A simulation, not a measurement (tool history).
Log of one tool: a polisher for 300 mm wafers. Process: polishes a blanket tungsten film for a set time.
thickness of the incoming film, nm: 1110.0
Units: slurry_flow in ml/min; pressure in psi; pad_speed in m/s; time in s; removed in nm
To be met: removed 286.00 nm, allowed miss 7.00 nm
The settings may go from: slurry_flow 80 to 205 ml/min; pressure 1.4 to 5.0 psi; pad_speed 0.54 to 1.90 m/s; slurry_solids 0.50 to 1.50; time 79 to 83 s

| run | hour | slurry_flow | pressure | pad_speed | slurry_solids | time | removed |
|---|---|---|---|---|---|---|---|
| 1 | 0.0 | 135 | 3.2 | 1.22 | 1.00 | 79 | 321.07 |
| 2 | 4.5 | 130 | 3.2 | 1.22 | 1.00 | 79 | 314.25 |
| 3 | 9.0 | 130 | 3.2 | 1.22 | 1.00 | 79 | 312.31 |
| 4 | 14.7 | 125 | 3.2 | 1.22 | 1.00 | 79 | 306.23 |
| 5 | 18.0 | 155 | 3.2 | 1.22 | 1.00 | 79 | 323.11 |
| 6 | 21.2 | 150 | 3.2 | 1.22 | 1.00 | 79 | 323.99 |
| 7 | 26.8 | 145 | 3.2 | 1.22 | 1.00 | 79 | 321.08 |
| 8 | 32.8 | 145 | 3.2 | 1.22 | 1.00 | 79 | 320.14 |
| 9 | 37.7 | 145 | 3.2 | 1.22 | 1.00 | 79 | 321.97 |
| 10 | 43.4 | 140 | 3.2 | 1.22 | 1.00 | 79 | 318.40 |
| 11 | 51.6 | 135 | 3.2 | 1.22 | 1.00 | 79 | 316.46 |
| 12 | 59.9 | 130 | 3.2 | 1.22 | 1.00 | 79 | 313.40 |
| 13 | 62.4 | 125 | 3.2 | 1.22 | 1.00 | 79 | 310.20 |
| 14 | 64.6 | 120 | 3.2 | 1.22 | 1.00 | 79 | 309.62 |
| 15 | 73.2 | 115 | 3.2 | 1.22 | 1.00 | 79 | 304.78 |
|  | 74.2 | slurry tank refilled with fresh slurry and peroxide |
| 16 | 74.2 | 110 | 3.2 | 1.22 | 1.00 | 79 | 371.53 |

Which of these 5 next moves meets every target?
| A | 75.2 | 95 | 2.0 | 1.40 | 0.95 | 83 | ? |
| B | 75.2 | 85 | 2.9 | 1.02 | 0.90 | 79 | ? |
| C | 75.2 | 165 | 3.6 | 0.84 | 1.15 | 79 | ? |
| D | 75.2 | 115 | 2.9 | 1.02 | 0.95 | 80 | ? |
| E | 75.2 | 125 | 2.3 | 1.14 | 0.95 | 79 | ? |

| move | removed |
|---|---|
| A | 271.00 |
| B | 251.56 |
| C | 326.42 |
| D | 283.95 |
| E | 257.71 |
A: takes the result that was furthest off past its target
B: takes the result that was furthest off past its target
C: nearer than the last run, and not there yet
D: meets every target
E: takes the result that was furthest off past its target
Move D is the one to make.
